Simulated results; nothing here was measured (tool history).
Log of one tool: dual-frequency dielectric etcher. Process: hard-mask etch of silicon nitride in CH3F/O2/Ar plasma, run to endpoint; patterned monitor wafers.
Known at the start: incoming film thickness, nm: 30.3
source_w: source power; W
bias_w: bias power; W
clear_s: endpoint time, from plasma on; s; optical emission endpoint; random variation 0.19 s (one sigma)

run	day	source_w	bias_w	clear_s
1	0.000	550	82	37.129
2	0.121	630	82	34.523
3	0.221	630	92	33.023
4	0.425	630	82	34.528
5	0.775	570	81	36.525
6	0.954	570	88	35.457
7	1.304	520	86	37.935
8	1.438	480	85	40.071
9	1.804	460	85	41.210
10	1.854	440	85	42.512
11	2.188	430	85	43.351

Forecast run 12:
12	2.367	430	85	?

clear_s: 42.998 s

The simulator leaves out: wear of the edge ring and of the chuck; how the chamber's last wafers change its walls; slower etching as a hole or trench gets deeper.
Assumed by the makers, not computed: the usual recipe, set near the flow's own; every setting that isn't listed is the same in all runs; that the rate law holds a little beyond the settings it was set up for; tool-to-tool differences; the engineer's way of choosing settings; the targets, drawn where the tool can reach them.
